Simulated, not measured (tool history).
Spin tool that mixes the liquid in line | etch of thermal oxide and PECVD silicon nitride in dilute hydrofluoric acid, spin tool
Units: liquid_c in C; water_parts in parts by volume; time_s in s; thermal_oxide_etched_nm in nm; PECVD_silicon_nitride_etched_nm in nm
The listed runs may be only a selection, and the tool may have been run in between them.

run,hour,liquid_c,water_parts,time_s,thermal_oxide_etched_nm,PECVD_silicon_nitride_etched_nm
1,0.0,25.0,65,180,12.7470,15.9310
2,2.8,25.0,80,155,8.6804,11.1630
3,3.8,25.0,90,135,6.5588,8.6614
4,8.5,25.0,110,135,5.2912,7.1041
5,12.4,26.5,110,135,5.5420,7.9044
6,15.1,26.5,110,160,6.5693,9.2512
7,22.1,26.0,110,135,5.4834,7.6296

What will run 8 give?
8,26.3,26.0,110,115,?,?

{"run 8": {"thermal_oxide_etched_nm": 4.6046, "PECVD_silicon_nitride_etched_nm": 6.4609}}
